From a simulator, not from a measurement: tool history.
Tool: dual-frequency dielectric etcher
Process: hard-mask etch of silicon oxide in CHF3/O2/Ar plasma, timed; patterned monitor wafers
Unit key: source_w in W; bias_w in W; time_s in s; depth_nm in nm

run	day	source_w	bias_w	time_s	depth_nm
1	0.000	870	199	16.0	39.115
2	0.100	870	199	16.0	39.375
3	0.421	730	199	16.0	36.270
4	0.708	730	172	16.0	34.528
5	0.912	730	192	16.0	35.952
6	1.108	820	192	16.0	37.603

Run 7 has not been measured yet. What should we expect?
7	1.179	900	193	16.0	?

depth_nm: 39.499 nm

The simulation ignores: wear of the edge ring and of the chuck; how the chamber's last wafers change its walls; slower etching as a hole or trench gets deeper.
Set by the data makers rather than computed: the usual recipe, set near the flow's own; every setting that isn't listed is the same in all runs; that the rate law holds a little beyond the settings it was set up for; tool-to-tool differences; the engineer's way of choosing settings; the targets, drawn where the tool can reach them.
